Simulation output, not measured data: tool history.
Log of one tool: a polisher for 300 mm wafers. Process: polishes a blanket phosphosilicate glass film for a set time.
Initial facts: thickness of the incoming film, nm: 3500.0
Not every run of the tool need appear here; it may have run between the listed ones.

run  hour  flow of slurry (ml/min)  pressure of the wafer on the pad (psi)  speed of the pad under the wafer (m/s)  abrasive content of the slurry  polishing time (s)  film removed (nm)
  1   0.0                      140                                     2.7                                    0.82                             1.0                  24            129.720
  2   1.2                      120                                     2.7                                    0.82                             1.0                  24            125.170
  3   3.0                      140                                     2.7                                    0.82                             1.0                  24            129.210
  4  10.6                      140                                     2.3                                    0.80                             1.0                  24            108.060
  5  11.8                      170                                     2.3                                    0.80                             1.0                  24            115.180
  6  13.4                      165                                     2.0                                    0.80                             1.0                  24            101.260

Predict the results of run 7:
  7  16.0                      165                                     2.0                                    0.80                             1.0                  24                  ?

Run 7 came out at film removed (nm) 99.065.

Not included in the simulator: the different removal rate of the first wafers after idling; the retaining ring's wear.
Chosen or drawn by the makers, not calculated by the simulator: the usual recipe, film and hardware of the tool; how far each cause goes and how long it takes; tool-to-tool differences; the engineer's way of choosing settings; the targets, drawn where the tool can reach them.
